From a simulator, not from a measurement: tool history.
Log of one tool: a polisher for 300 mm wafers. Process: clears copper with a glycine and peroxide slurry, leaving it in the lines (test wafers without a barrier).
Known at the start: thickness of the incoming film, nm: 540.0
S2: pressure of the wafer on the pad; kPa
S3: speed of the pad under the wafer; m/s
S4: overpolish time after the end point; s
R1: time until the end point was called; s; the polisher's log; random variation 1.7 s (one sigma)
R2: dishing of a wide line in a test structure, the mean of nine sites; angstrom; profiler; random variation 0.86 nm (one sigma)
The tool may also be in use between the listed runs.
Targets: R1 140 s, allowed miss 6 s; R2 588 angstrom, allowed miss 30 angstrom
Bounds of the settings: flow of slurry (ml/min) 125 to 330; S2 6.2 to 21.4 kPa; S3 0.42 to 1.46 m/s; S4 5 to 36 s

{"run": 1, "day": 0.0, "flow of slurry (ml/min)": 210, "S2": 13.8, "S3": 0.94, "S4": 18, "R1": 153.67, "R2": 383.86}
{"run": 2, "day": 0.321, "flow of slurry (ml/min)": 175, "S2": 13.8, "S3": 0.94, "S4": 18, "R1": 157.09, "R2": 377.04}
{"run": 3, "day": 0.638, "flow of slurry (ml/min)": 140, "S2": 13.8, "S3": 0.94, "S4": 18, "R1": 164.04, "R2": 371.64}
{"run": 4, "day": 0.729, "flow of slurry (ml/min)": 140, "S2": 13.8, "S3": 0.94, "S4": 25, "R1": 163, "R2": 489.57}
{"day": 0.808, "done": "worn pad replaced by a new one"}
{"run": 5, "day": 0.808, "flow of slurry (ml/min)": 140, "S2": 10.3, "S3": 0.94, "S4": 25, "R1": 191.28, "R2": 421.51}
{"run": 6, "day": 1.108, "flow of slurry (ml/min)": 140, "S2": 10.3, "S3": 1.12, "S4": 25, "R1": 172.18, "R2": 463.03}
{"run": 7, "day": 1.354, "flow of slurry (ml/min)": 145, "S2": 11, "S3": 1.12, "S4": 25, "R1": 165.41, "R2": 484.74}
{"run": 8, "day": 1.446, "flow of slurry (ml/min)": 150, "S2": 11.7, "S3": 1.12, "S4": 25, "R1": 159.07, "R2": 507.33}
{"run": 9, "day": 1.554, "flow of slurry (ml/min)": 155, "S2": 11.7, "S3": 1.12, "S4": 25, "R1": 154.09, "R2": 503.02}
{"run": 10, "day": 1.817, "flow of slurry (ml/min)": 160, "S2": 11.7, "S3": 1.12, "S4": 25, "R1": 151.13, "R2": 512.5}
{"run": 11, "day": 1.842, "flow of slurry (ml/min)": 165, "S2": 11.7, "S3": 1.12, "S4": 25, "R1": 151.84, "R2": 499.8}
{"run": 12, "day": 2.0, "flow of slurry (ml/min)": 165, "S2": 11.7, "S3": 1.12, "S4": 25, "R1": 153.18, "R2": 508.71}
{"run": 13, "day": 2.062, "flow of slurry (ml/min)": 170, "S2": 11.7, "S3": 1.12, "S4": 25, "R1": 152.37, "R2": 508.34}
{"run": 14, "day": 2.192, "flow of slurry (ml/min)": 175, "S2": 11.7, "S3": 1.12, "S4": 25, "R1": 150.12, "R2": 506.15}
{"run": 15, "day": 2.342, "flow of slurry (ml/min)": 180, "S2": 12.4, "S3": 1.12, "S4": 26, "R1": 144.53, "R2": 558.08}
{"run": 16, "day": 2.588, "flow of slurry (ml/min)": 180, "S2": 12.4, "S3": 1.12, "S4": 26, "R1": 142.81, "R2": 547.98}

5 next moves are on the table. One of them brings every result within its allowed miss. Which?
{"run": "A", "day": 2.833, "flow of slurry (ml/min)": 225, "S2": 12.4, "S3": 1.18, "S4": 22, "R1": "?", "R2": "?"}
{"run": "B", "day": 2.833, "flow of slurry (ml/min)": 205, "S2": 11, "S3": 1.32, "S4": 28, "R1": "?", "R2": "?"}
{"run": "C", "day": 2.833, "flow of slurry (ml/min)": 265, "S2": 11.7, "S3": 1.12, "S4": 23, "R1": "?", "R2": "?"}
{"run": "D", "day": 2.833, "flow of slurry (ml/min)": 165, "S2": 13.8, "S3": 1.02, "S4": 23, "R1": "?", "R2": "?"}
{"run": "E", "day": 2.833, "flow of slurry (ml/min)": 155, "S2": 15.2, "S3": 0.94, "S4": 23, "R1": "?", "R2": "?"}

move=A R1=136.51 R2=507.29
move=B R1=141.39 R2=582.12
move=C R1=144.38 R2=501.79
move=D R1=142.85 R2=512.67
move=E R1=140.36 R2=523.88
A: further off than the last run
B: meets every target
C: further off than the last run
D: further off than the last run
E: further off than the last run
The right move is B.
